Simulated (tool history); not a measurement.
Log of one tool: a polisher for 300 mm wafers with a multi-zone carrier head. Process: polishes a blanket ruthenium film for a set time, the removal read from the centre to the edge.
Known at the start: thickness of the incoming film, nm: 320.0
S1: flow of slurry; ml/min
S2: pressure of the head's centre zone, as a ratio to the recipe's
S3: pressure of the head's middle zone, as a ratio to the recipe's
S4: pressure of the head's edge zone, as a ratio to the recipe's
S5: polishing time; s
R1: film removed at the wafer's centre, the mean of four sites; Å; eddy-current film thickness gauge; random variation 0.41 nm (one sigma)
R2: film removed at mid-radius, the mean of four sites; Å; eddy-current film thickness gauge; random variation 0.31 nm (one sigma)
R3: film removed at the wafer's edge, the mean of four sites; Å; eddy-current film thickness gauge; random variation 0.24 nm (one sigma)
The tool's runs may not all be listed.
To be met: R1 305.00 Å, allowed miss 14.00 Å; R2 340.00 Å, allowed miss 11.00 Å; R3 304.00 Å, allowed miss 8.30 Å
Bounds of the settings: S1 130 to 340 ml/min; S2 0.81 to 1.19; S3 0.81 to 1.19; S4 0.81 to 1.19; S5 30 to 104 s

run 1 day=0.000 | S1=220 S2=1.00 S3=1.00 S4=1.00 S5=67 | R1=568.56 R2=565.37 R3=572.49
run 2 day=0.167 | S1=215 S2=0.98 S3=1.01 S4=0.96 S5=57 | R1=465.96 R2=487.17 R3=481.14
run 3 day=0.200 | S1=215 S2=0.98 S3=1.02 S4=0.92 S5=50 | R1=410.42 R2=429.58 R3=412.78
run 4 day=0.571 | S1=215 S2=0.98 S3=1.02 S4=0.87 S5=50 | R1=414.99 R2=438.32 R3=407.87
run 5 day=0.617 | S1=210 S2=0.97 S3=1.03 S4=0.86 S5=45 | R1=366.66 R2=391.04 R3=360.14
run 6 day=0.642 | S1=210 S2=0.97 S3=1.03 S4=0.83 S5=45 | R1=368.48 R2=395.04 R3=356.31
run 7 day=0.946 | S1=200 S2=0.96 S3=1.03 S4=0.82 S5=43 | R1=343.23 R2=368.30 R3=337.70
run 8 day=1.071 | S1=185 S2=0.96 S3=1.05 S4=0.82 S5=42 | R1=338.98 R2=364.72 R3=326.99
run 9 day=1.129 | S1=175 S2=0.95 S3=1.05 S4=0.82 S5=42 | R1=326.91 R2=361.57 R3=326.29
run 10 day=1.200 | S1=170 S2=0.95 S3=1.05 S4=0.82 S5=41 | R1=317.98 R2=354.23 R3=310.92
run 11 day=1.442 | S1=165 S2=0.95 S3=1.04 S4=0.82 S5=41 | R1=320.41 R2=354.24 R3=317.21
run 12 day=1.783 | S1=160 S2=0.95 S3=1.04 S4=0.82 S5=41 | R1=310.74 R2=346.73 R3=312.65
run 13 day=1.871 | S1=155 S2=0.95 S3=1.04 S4=0.82 S5=41 | R1=311.53 R2=339.90 R3=315.63
run 14 day=1.992 | S1=155 S2=0.95 S3=1.05 S4=0.82 S5=41 | R1=310.98 R2=349.04 R3=313.20

Which of these 4 next moves meets every target?
run A day=2.112 | S1=160 S2=0.86 S3=1.19 S4=0.87 S5=39 | R1=? R2=? R3=?
run B day=2.112 | S1=160 S2=0.95 S3=1.12 S4=0.81 S5=40 | R1=? R2=? R3=?
run C day=2.112 | S1=180 S2=0.81 S3=1.07 S4=0.84 S5=39 | R1=? R2=? R3=?
run D day=2.112 | S1=180 S2=0.94 S3=1.06 S4=0.82 S5=39 | R1=? R2=? R3=?

move=A R1=270.75 R2=374.58 R3=306.05
move=B R1=300.89 R2=364.50 R3=304.38
move=C R1=263.15 R2=348.19 R3=305.75
move=D R1=296.66 R2=345.23 R3=302.56
A: brings the result that was furthest off to its target, and leaves another outside
B: brings the result that was furthest off to its target, and leaves another outside
C: brings the result that was furthest off to its target, and leaves another outside
D: meets every target
The right move is D.
